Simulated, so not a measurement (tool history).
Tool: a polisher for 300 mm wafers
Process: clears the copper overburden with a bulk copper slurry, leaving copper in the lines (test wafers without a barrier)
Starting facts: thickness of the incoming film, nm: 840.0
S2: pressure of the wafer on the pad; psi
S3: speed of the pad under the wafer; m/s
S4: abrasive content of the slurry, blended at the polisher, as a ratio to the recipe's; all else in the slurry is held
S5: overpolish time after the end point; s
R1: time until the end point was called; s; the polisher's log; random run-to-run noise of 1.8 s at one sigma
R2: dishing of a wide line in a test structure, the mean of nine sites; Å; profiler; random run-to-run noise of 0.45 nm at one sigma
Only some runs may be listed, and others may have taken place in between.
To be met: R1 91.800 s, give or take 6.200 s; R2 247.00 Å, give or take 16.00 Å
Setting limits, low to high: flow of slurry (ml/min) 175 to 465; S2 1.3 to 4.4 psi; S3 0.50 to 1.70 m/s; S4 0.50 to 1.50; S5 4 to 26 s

run 1 hour=0.0 | flow_of_slurry_(ml/min)=295 S2=2.8 S3=1.10 S4=1.00 S5=13 | R1=81.561 R2=771.03
run 2 hour=2.5 | flow_of_slurry_(ml/min)=295 S2=2.8 S3=1.20 S4=1.00 S5=13 | R1=74.056 R2=809.90
run 3 hour=5.8 | flow_of_slurry_(ml/min)=295 S2=2.8 S3=1.20 S4=0.90 S5=13 | R1=75.207 R2=777.57
run 4 hour=10.7 | flow_of_slurry_(ml/min)=370 S2=2.8 S3=1.20 S4=0.90 S5=13 | R1=75.470 R2=815.13
run 5 hour=16.9 | flow_of_slurry_(ml/min)=315 S2=2.4 S3=1.28 S4=0.80 S5=11 | R1=85.479 R2=654.37
run 6 hour=18.2 | flow_of_slurry_(ml/min)=315 S2=2.1 S3=1.28 S4=0.80 S5=11 | R1=95.151 R2=551.56
run 7 hour=25.7 | flow_of_slurry_(ml/min)=275 S2=1.9 S3=1.30 S4=1.00 S5=9 | R1=99.473 R2=458.61
run 8 hour=30.7 | flow_of_slurry_(ml/min)=190 S2=1.3 S3=1.44 S4=1.25 S5=4 | R1=128.800 R2=178.82
run 9 hour=37.4 | flow_of_slurry_(ml/min)=210 S2=1.4 S3=1.48 S4=1.30 S5=4 | R1=111.680 R2=196.87
run 10 hour=41.2 | flow_of_slurry_(ml/min)=235 S2=1.4 S3=1.48 S4=1.30 S5=4 | R1=111.430 R2=208.14
run 11 hour=45.6 | flow_of_slurry_(ml/min)=250 S2=1.5 S3=1.50 S4=1.35 S5=4 | R1=101.610 R2=218.53
run 12 hour=51.7 | flow_of_slurry_(ml/min)=250 S2=1.8 S3=1.50 S4=1.35 S5=5 | R1=88.664 R2=317.12
run 13 hour=59.4 | flow_of_slurry_(ml/min)=230 S2=1.7 S3=1.54 S4=1.40 S5=5 | R1=88.605 R2=309.84
run 14 hour=63.6 | flow_of_slurry_(ml/min)=240 S2=1.6 S3=1.56 S4=1.40 S5=5 | R1=93.014 R2=301.47
run 15 hour=68.7 | flow_of_slurry_(ml/min)=250 S2=1.6 S3=1.54 S4=1.30 S5=5 | R1=99.188 R2=290.77
run 16 hour=75.7 | flow_of_slurry_(ml/min)=245 S2=1.6 S3=1.52 S4=1.35 S5=5 | R1=95.753 R2=296.25
run 17 hour=76.9 | flow_of_slurry_(ml/min)=225 S2=1.7 S3=1.50 S4=1.40 S5=5 | R1=91.901 R2=301.90

Consider the 4 candidate settings below. Which is the only one whose results all fall within their allowed miss of target?
run A hour=78.1 | flow_of_slurry_(ml/min)=215 S2=1.6 S3=1.28 S4=1.45 S5=6 | R1=? R2=?
run B hour=78.1 | flow_of_slurry_(ml/min)=250 S2=1.9 S3=1.30 S4=1.50 S5=4 | R1=? R2=?
run C hour=78.1 | flow_of_slurry_(ml/min)=235 S2=1.7 S3=1.42 S4=1.40 S5=8 | R1=? R2=?
run D hour=78.1 | flow_of_slurry_(ml/min)=235 S2=1.7 S3=1.64 S4=1.50 S5=4 | R1=? R2=?

move=A R1=113.100 R2=283.20
move=B R1=91.901 R2=238.79
move=C R1=96.170 R2=419.34
move=D R1=82.071 R2=263.32
A: about as far from the targets as the last run
B: all results in spec
C: moves away from the targets compared with the last run
D: nearer the targets than the last run, but a result is still out of spec
B meets every target.

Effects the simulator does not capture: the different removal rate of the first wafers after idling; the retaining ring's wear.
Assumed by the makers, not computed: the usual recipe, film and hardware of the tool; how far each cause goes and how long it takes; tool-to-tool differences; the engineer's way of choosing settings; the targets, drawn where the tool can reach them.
